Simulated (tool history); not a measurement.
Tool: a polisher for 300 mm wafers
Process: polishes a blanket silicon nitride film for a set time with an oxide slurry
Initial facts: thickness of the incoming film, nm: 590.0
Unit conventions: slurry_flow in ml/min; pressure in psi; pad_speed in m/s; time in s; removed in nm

run	hour	slurry_flow	pressure	pad_speed	slurry_solids	time	removed
1	0	285	4.6	1.2	1	60	52.138
2	3.2	285	4.6	1.34	1	60	59.003
3	5.4	250	4.6	1.34	1	60	57.369
4	7.9	250	4.8	1.34	1	60	59.283
5	16.9	250	4.8	1.6	1	60	69.156
6	24	250	4.8	1.6	1.1	60	70.827

What does the tool deliver on the next run?
7	24.9	250	4.9	1.6	1.1	60	?

Logged for run 7: removed 71.109 nm.
